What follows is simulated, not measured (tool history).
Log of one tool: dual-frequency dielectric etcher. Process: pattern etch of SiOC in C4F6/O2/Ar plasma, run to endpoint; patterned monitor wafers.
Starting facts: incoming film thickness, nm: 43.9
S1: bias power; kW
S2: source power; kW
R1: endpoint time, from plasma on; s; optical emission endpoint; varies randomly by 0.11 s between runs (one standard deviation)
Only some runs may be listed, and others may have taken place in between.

run  hour     S1     S2      R1
  1   0.0  0.566  0.420  12.401
  2   7.9  0.525  0.410  13.114
  3  16.6  0.525  0.460  12.266
  4  22.9  0.525  0.490  12.070
  5  31.6  0.486  0.470  12.772
  6  36.0  0.486  0.500  12.329
  7  40.6  0.454  0.490  12.821
  8  46.6  0.454  0.490  12.758
  9  47.7  0.428  0.480  13.163
     49.6  -- source power generator calibrated
 10  49.6  0.408  0.470  13.134
 11  53.8  0.392  0.440  13.993

Estimate the outcome of run 12 from the log above:
 12  61.8  0.381  0.440   ?

{"run 12": {"R1": 14.137}}

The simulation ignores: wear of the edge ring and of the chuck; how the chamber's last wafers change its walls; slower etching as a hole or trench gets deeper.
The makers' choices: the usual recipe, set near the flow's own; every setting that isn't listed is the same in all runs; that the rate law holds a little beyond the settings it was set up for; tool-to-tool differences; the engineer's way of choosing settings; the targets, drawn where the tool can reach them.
